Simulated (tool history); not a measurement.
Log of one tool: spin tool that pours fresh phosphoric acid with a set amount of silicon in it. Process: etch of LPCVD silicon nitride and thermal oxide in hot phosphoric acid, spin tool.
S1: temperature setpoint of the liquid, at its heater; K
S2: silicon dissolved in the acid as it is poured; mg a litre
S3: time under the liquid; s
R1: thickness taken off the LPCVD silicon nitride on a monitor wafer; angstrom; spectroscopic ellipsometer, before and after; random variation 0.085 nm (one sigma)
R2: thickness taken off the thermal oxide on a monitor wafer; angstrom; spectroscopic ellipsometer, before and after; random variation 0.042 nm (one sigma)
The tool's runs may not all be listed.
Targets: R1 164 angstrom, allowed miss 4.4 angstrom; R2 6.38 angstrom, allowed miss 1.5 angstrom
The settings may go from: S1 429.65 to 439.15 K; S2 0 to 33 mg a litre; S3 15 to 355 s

run,hour,S1,S2,S3,R1,R2
1,0,434.15,14.5,180,136.29,3.6655
2,8,432.65,14.5,180,130.32,3.2844
3,13.1,432.65,21.5,180,131,2.6419
4,21.8,434.15,17.5,185,140.36,3.176
5,26.8,434.15,17.5,260,195.88,4.9303
6,33.2,434.15,17.5,315,239.79,5.613
7,36.7,433.65,12,290,217.8,6.1212
8,41.4,433.15,8.5,275,202.39,6.5059
9,49,432.65,6.5,265,190.02,6.5238
10,51.3,432.15,5,260,183.74,5.2327
11,58.8,434.65,4.5,225,174.7,6.6626
12,63.2,434.65,4.5,225,173.52,5.7249
13,71.3,434.15,3,225,169.13,6.446

Which of these 4 next moves meets every target?
A,79.4,434.15,0,215,?,?
B,79.4,437.15,3,205,?,?
C,79.4,433.65,26,235,?,?
D,79.4,432.65,26,245,?,?

move,R1,R2
A,162.57,6.0225
B,171.24,6.7635
C,174.74,3.3451
D,176.16,3.2383
A: meets every target
B: further off than the last run
C: further off than the last run
D: further off than the last run
Move A is the one to make.

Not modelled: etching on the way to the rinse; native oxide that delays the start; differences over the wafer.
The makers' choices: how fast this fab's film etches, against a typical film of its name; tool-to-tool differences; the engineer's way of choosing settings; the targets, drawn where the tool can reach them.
